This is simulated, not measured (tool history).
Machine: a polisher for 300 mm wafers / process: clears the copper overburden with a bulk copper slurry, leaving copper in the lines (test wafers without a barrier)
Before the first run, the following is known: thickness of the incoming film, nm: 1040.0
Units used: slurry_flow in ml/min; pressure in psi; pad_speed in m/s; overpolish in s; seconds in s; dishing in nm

| run | hour | slurry_flow | pressure | pad_speed | slurry_solids | overpolish | seconds | dishing |
|---|---|---|---|---|---|---|---|---|
| 1 | 0.0 | 130 | 1.9 | 1.04 | 1.0 | 13 | 184.77 | 44.686 |
| 2 | 6.0 | 130 | 2.0 | 1.04 | 1.0 | 13 | 181.85 | 45.472 |
| 3 | 10.3 | 130 | 2.1 | 1.04 | 1.0 | 13 | 169.29 | 47.134 |
| 4 | 12.3 | 145 | 2.1 | 1.04 | 1.0 | 13 | 174.06 | 48.305 |
| 5 | 16.4 | 150 | 2.2 | 1.04 | 1.0 | 13 | 167.40 | 49.786 |
| 6 | 21.2 | 150 | 2.3 | 1.04 | 1.0 | 13 | 157.60 | 51.123 |

Expected results for the next run?
| 7 | 22.7 | 155 | 2.4 | 1.04 | 1.0 | 15 | ? | ? |

seconds: 153.21 s
dishing: 59.092 nm

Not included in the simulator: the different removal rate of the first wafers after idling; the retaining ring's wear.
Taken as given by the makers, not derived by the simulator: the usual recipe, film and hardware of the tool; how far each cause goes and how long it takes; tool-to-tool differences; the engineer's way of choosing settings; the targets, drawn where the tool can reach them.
